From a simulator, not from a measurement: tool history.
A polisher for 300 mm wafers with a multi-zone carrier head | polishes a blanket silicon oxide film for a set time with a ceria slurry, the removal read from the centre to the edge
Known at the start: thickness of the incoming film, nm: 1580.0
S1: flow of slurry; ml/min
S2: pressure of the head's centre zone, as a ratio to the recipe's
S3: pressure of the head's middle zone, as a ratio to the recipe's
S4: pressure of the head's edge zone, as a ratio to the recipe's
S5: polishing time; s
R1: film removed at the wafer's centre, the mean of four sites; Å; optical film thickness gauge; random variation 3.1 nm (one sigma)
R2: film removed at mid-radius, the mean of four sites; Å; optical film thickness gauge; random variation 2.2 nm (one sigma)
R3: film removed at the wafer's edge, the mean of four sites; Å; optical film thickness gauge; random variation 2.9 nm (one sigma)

{"run": 1, "hour": 0.0, "S1": 140, "S2": 1.0, "S3": 1.0, "S4": 1.0, "S5": 39, "R1": 2448.1, "R2": 2412.2, "R3": 2455.8}
{"run": 2, "hour": 4.1, "S1": 140, "S2": 1.0, "S3": 1.0, "S4": 0.92, "S5": 39, "R1": 2419.5, "R2": 2391.4, "R3": 2307.2}
{"run": 3, "hour": 7.8, "S1": 140, "S2": 1.0, "S3": 1.0, "S4": 1.0, "S5": 39, "R1": 2440.3, "R2": 2400.8, "R3": 2429.5}
{"run": 4, "hour": 15.6, "S1": 160, "S2": 1.0, "S3": 1.0, "S4": 1.0, "S5": 39, "R1": 2458.7, "R2": 2447.5, "R3": 2454.6}
{"run": 5, "hour": 23.6, "S1": 160, "S2": 1.01, "S3": 1.01, "S4": 1.02, "S5": 40, "R1": 2601.5, "R2": 2524.6, "R3": 2553.0}
{"run": 6, "hour": 25.1, "S1": 130, "S2": 1.01, "S3": 1.01, "S4": 1.02, "S5": 40, "R1": 2529.8, "R2": 2447.5, "R3": 2481.3}
{"run": 7, "hour": 30.3, "S1": 140, "S2": 1.01, "S3": 1.02, "S4": 1.04, "S5": 41, "R1": 2551.5, "R2": 2559.0, "R3": 2561.0}
{"run": 8, "hour": 37.4, "S1": 145, "S2": 1.01, "S3": 1.02, "S4": 1.06, "S5": 42, "R1": 2691.2, "R2": 2625.8, "R3": 2663.2}
{"run": 9, "hour": 46.1, "S1": 150, "S2": 1.01, "S3": 1.02, "S4": 1.07, "S5": 43, "R1": 2742.1, "R2": 2734.2, "R3": 2781.5}
{"run": 10, "hour": 54.0, "S1": 155, "S2": 1.01, "S3": 1.02, "S4": 1.08, "S5": 44, "R1": 2828.3, "R2": 2802.6, "R3": 2901.0}
{"run": 11, "hour": 62.3, "S1": 160, "S2": 1.01, "S3": 1.03, "S4": 1.09, "S5": 45, "R1": 2877.7, "R2": 2878.7, "R3": 2966.5}

The next listed run, before its measurement:
{"run": 12, "hour": 64.5, "S1": 165, "S2": 1.02, "S3": 1.04, "S4": 1.1, "S5": 46, "R1": "?", "R2": "?", "R3": "?"}

Run 12 gave R1 3050.4 Å, R2 2975.7 Å, R3 3074.3 Å.
